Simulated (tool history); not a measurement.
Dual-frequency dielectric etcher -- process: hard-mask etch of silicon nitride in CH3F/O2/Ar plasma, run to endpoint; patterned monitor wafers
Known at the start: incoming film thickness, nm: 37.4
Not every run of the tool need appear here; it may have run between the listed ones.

run	hour	source power (kW)	bias power (kW)	endpoint time (s)
1	0	0.36	0.055	61.321
2	0.8	0.37	0.055	61.445
3	5.5	0.38	0.055	60.102
4	10.8	0.38	0.051	62.075
5	12.2	0.39	0.051	61.468
6	13.7	0.4	0.051	60.5

Predict the results of run 7:
7	20.1	0.41	0.051	?

Run 7 came out at endpoint time (s) 59.658.

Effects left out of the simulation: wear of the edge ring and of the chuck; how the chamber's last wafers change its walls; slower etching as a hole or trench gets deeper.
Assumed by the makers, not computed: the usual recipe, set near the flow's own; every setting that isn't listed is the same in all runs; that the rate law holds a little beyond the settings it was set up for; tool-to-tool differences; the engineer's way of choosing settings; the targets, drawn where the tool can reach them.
